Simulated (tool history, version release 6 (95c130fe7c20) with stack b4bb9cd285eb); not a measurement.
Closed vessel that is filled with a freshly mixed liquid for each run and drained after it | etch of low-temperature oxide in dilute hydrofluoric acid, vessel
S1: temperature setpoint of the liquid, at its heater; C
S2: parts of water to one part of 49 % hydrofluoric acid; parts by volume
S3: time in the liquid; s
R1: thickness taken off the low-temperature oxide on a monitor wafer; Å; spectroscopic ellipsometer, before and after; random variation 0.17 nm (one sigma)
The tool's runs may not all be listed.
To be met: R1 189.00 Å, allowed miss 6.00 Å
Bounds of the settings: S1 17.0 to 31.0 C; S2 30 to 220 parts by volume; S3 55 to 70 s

Run 1, day 0.000: S1 23.0 C, S2 125 parts by volume, S3 70 s. Result: R1 104.47 Å.
Run 2, day 0.258: S1 26.0 C, S2 125 parts by volume, S3 70 s. Result: R1 116.26 Å.
Run 3, day 0.425: S1 26.0 C, S2 100 parts by volume, S3 70 s. Result: R1 152.32 Å.
Run 4, day 0.508: S1 26.0 C, S2 135 parts by volume, S3 70 s. Result: R1 105.72 Å.
Run 5, day 0.875: S1 26.0 C, S2 135 parts by volume, S3 70 s. Result: R1 106.55 Å.
Run 6, day 1.225: S1 26.0 C, S2 100 parts by volume, S3 70 s. Result: R1 150.06 Å.
Run 7, day 1.462: S1 26.0 C, S2 100 parts by volume, S3 70 s. Result: R1 149.68 Å.
Run 8, day 1.525: S1 27.0 C, S2 100 parts by volume, S3 70 s. Result: R1 155.59 Å.
Run 9, day 1.671: S1 28.0 C, S2 100 parts by volume, S3 70 s. Result: R1 161.04 Å.

Which of these 5 next moves meets every target?
Run A, day 1.817: S1 24.0 C, S2 75 parts by volume, S3 70 s. Result: R1 ?.
Run B, day 1.817: S1 29.0 C, S2 120 parts by volume, S3 70 s. Result: R1 ?.
Run C, day 1.817: S1 27.5 C, S2 95 parts by volume, S3 70 s. Result: R1 ?.
Run D, day 1.817: S1 27.0 C, S2 110 parts by volume, S3 70 s. Result: R1 ?.
Run E, day 1.817: S1 25.0 C, S2 105 parts by volume, S3 70 s. Result: R1 ?.

move      R1
   A  192.81
   B  137.94
   C  170.24
   D  141.40
   E  137.98
A: meets every target
B: further off than the last run
C: nearer than the last run, and not there yet
D: further off than the last run
E: further off than the last run
Move A is the one to make.
